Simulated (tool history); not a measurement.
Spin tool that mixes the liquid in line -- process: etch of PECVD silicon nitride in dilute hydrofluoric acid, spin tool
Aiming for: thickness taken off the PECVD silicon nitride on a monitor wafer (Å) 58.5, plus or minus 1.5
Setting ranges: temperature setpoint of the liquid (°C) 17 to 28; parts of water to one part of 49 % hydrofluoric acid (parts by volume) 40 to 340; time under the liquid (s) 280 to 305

run,hour,temperature setpoint of the liquid (°C),parts of water to one part of 49 % hydrofluoric acid (parts by volume),time under the liquid (s),thickness taken off the PECVD silicon nitride on a monitor wafer (Å)
1,0,20,190,280,44.214
2,2.2,21,190,280,47.428
3,6.5,21.5,190,280,48.745
4,9.2,19,190,280,41.158
5,9.9,17.5,190,280,37.077
6,17.2,18.5,190,280,40.046
7,20.9,19.5,190,280,42.634
8,21.4,20.5,190,280,45.637
9,30.1,21,190,280,46.916
10,36.2,21.5,190,280,49.167
# hour 42: hydrofluoric acid flow meter replaced
11,42,22,190,280,46.222
12,47.8,23,190,280,49.743

Exactly one of the 4 candidate moves below puts every result within its allowed miss. Which one?
A,53.6,23.5,180,305,?
B,53.6,22.5,145,280,?
C,53.6,21,180,280,?
D,53.6,20,130,305,?

move,thickness taken off the PECVD silicon nitride on a monitor wafer (Å)
A,59.238
B,63.077
C,46.254
D,64.767
A: in spec on every target
B: carries the result that was furthest off beyond its target, to the other side
C: lands further from the targets than the last run did
D: carries the result that was furthest off beyond its target, to the other side
Correct choice: A, which meets every target
